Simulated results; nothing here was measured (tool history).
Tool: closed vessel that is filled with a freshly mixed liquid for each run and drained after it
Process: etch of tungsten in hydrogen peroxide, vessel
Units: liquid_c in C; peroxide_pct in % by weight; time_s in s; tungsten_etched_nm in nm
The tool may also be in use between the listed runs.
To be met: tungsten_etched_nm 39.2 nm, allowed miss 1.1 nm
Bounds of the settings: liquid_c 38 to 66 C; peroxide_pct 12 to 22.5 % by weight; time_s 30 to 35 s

run 1 hour=0 | liquid_c=54 peroxide_pct=15.5 time_s=35 | tungsten_etched_nm=94.168
run 2 hour=8 | liquid_c=49 peroxide_pct=15.5 time_s=35 | tungsten_etched_nm=68.531
run 3 hour=16.9 | liquid_c=49 peroxide_pct=15.5 time_s=35 | tungsten_etched_nm=69.064
run 4 hour=24.5 | liquid_c=49 peroxide_pct=15.5 time_s=30 | tungsten_etched_nm=58.948
run 5 hour=30.8 | liquid_c=49 peroxide_pct=15.5 time_s=35 | tungsten_etched_nm=68.843
run 6 hour=39.1 | liquid_c=49 peroxide_pct=17 time_s=35 | tungsten_etched_nm=72.502
run 7 hour=41.2 | liquid_c=46 peroxide_pct=17 time_s=35 | tungsten_etched_nm=59.832
run 8 hour=44.3 | liquid_c=44 peroxide_pct=17 time_s=35 | tungsten_etched_nm=52.434
run 9 hour=46.4 | liquid_c=42.5 peroxide_pct=17 time_s=35 | tungsten_etched_nm=48.127
run 10 hour=50 | liquid_c=38.5 peroxide_pct=17 time_s=35 | tungsten_etched_nm=36.811

5 next moves are on the table. One of them brings every result within its allowed miss. Which?
run A hour=53.6 | liquid_c=38 peroxide_pct=17 time_s=35 | tungsten_etched_nm=?
run B hour=53.6 | liquid_c=40.5 peroxide_pct=15.5 time_s=30 | tungsten_etched_nm=?
run C hour=53.6 | liquid_c=40 peroxide_pct=15.5 time_s=30 | tungsten_etched_nm=?
run D hour=53.6 | liquid_c=38 peroxide_pct=20 time_s=35 | tungsten_etched_nm=?
run E hour=53.6 | liquid_c=41.5 peroxide_pct=14 time_s=30 | tungsten_etched_nm=?

move=A tungsten_etched_nm=35.354
move=B tungsten_etched_nm=34.075
move=C tungsten_etched_nm=32.986
move=D tungsten_etched_nm=38.347
move=E tungsten_etched_nm=34.548
A: further off than the last run
B: further off than the last run
C: further off than the last run
D: meets every target
E: further off than the last run
The right move is D.
